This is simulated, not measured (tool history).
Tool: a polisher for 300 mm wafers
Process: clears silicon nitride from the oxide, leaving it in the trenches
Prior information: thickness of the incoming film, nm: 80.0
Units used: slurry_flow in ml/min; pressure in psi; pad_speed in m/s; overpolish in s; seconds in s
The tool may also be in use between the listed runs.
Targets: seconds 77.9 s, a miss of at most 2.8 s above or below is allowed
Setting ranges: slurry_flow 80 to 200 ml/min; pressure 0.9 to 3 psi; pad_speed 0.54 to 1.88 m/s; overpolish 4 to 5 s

run 1 hour=0 | slurry_flow=130 pressure=1.9 pad_speed=1.2 overpolish=5 | seconds=125.12
run 2 hour=4.6 | slurry_flow=130 pressure=1.9 pad_speed=1.2 overpolish=5 | seconds=123.61
run 3 hour=12.4 | slurry_flow=135 pressure=2.1 pad_speed=1.2 overpolish=5 | seconds=111.82
run 4 hour=18.7 | slurry_flow=135 pressure=1.6 pad_speed=1.2 overpolish=5 | seconds=145.59
run 5 hour=22 | slurry_flow=140 pressure=1.8 pad_speed=1.2 overpolish=5 | seconds=128.96
run 6 hour=23.3 | slurry_flow=145 pressure=2 pad_speed=1.2 overpolish=5 | seconds=114.25
run 7 hour=25.1 | slurry_flow=150 pressure=2.1 pad_speed=1.2 overpolish=5 | seconds=110.09
run 8 hour=27.9 | slurry_flow=150 pressure=2.7 pad_speed=1.22 overpolish=5 | seconds=85.347
run 9 hour=34.3 | slurry_flow=155 pressure=2.7 pad_speed=1.22 overpolish=5 | seconds=84.443
run 10 hour=35.1 | slurry_flow=160 pressure=2.8 pad_speed=1.22 overpolish=5 | seconds=81.166

Of the 5 settings listed for the next run, only one would bring every result within its allowed miss of target. Which one?
run A hour=35.9 | slurry_flow=155 pressure=2.8 pad_speed=1.28 overpolish=5 | seconds=?
run B hour=35.9 | slurry_flow=150 pressure=2.8 pad_speed=1.44 overpolish=4 | seconds=?
run C hour=35.9 | slurry_flow=110 pressure=2.8 pad_speed=1.6 overpolish=4 | seconds=?
run D hour=35.9 | slurry_flow=165 pressure=2.6 pad_speed=1.26 overpolish=4 | seconds=?
run E hour=35.9 | slurry_flow=160 pressure=3 pad_speed=1.02 overpolish=5 | seconds=?

move=A seconds=77.809
move=B seconds=72.283
move=C seconds=71.9
move=D seconds=83.629
move=E seconds=83.573
A: every result within its allowed miss
B: takes the result that was furthest off past its target
C: takes the result that was furthest off past its target
D: further off than the last run
E: further off than the last run
The move that meets every target is A.
